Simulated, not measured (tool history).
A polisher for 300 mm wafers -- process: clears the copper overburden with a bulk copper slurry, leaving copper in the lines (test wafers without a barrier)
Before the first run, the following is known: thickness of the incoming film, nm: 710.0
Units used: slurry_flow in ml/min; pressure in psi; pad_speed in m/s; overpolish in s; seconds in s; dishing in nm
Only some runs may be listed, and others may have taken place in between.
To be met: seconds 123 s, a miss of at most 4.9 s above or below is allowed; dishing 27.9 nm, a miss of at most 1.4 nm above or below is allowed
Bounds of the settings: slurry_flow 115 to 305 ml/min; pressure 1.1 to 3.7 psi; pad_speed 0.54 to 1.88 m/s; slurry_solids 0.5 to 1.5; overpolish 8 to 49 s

run	hour	slurry_flow	pressure	pad_speed	slurry_solids	overpolish	seconds	dishing
1	0	195	2.4	1.2	1	25	72.941	60.437
2	2.2	195	2.2	1.2	1	23	79.299	58.845
3	10.1	195	2	1.18	1	21	87.187	55.308
4	18.6	195	2	1.18	1	15	86.5	48.177
5	19.6	195	2.3	1.18	1	15	77.018	53.583
6	25.7	195	1.9	1.18	1	15	92.462	48.991
7	27.2	195	1.8	1.18	1	14	96.295	45.073
8	32.5	190	1.7	1.2	0.95	13	103.03	42.113
9	33.2	185	1.6	1.24	0.9	12	108.69	39.664
10	41.3	180	1.6	1.3	0.85	11	104.91	37.91
11	47.5	175	1.6	1.32	0.8	11	106.66	38.253
12	53.5	230	1.1	0.98	1.05	8	176.46	20.831
13	55.4	230	1.2	1	1.05	8	158.03	22.537
14	62	230	1.3	1	1.05	8	148.67	23.349
15	68.7	235	1.8	0.96	1.05	20	111.2	49.314
16	74.5	235	1.7	1	1.1	20	109.7	49.432
17	82.8	235	1.7	1.02	1.05	18	112.07	46.969
18	84.4	180	1.1	1.36	0.8	8	147.42	23.499
19	92.1	180	1.1	1.38	0.8	8	147.48	23.62
20	95.8	175	1.1	1.4	0.8	8	146.21	23.973
21	97.9	170	1.2	1.44	0.8	8	128.93	26.866
22	100.8	170	1.2	1.46	0.8	8	128.98	26.597

Consider the 4 candidate settings below. Which is the only one whose results all fall within their allowed miss of target?
A	103.7	215	1.3	1.2	0.85	9	?	?
B	103.7	165	1.1	1.48	0.8	12	?	?
C	103.7	125	1.4	1.4	0.75	8	?	?
D	103.7	180	1.3	1.32	0.7	11	?	?

move	seconds	dishing
A	134.62	28.289
B	138.34	32.997
C	122.4	28.003
D	133.48	32.516
A: lands further from the targets than the last run did
B: lands further from the targets than the last run did
C: in spec on every target
D: lands further from the targets than the last run did
Answer: C
